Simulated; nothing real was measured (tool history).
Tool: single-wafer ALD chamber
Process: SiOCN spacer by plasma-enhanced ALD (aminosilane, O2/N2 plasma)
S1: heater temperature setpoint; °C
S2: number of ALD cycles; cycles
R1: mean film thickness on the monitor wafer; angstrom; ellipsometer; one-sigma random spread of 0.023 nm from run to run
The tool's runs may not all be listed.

| run | day | S1 | S2 | R1 |
|---|---|---|---|---|
| 1 | 0.000 | 415 | 77 | 43.519 |
| 2 | 0.079 | 416 | 76 | 42.917 |
| 3 | 0.392 | 417 | 76 | 42.792 |
| 4 | 0.433 | 418 | 76 | 42.561 |
| 5 | 0.604 | 419 | 76 | 42.811 |
| 6 | 0.929 | 419 | 75 | 42.044 |
| 7 | 0.971 | 420 | 75 | 42.101 |

Estimate the outcome of run 8 from the log above:
| 8 | 1.267 | 420 | 74 | ? |

{"run 8": {"R1": 41.788}}
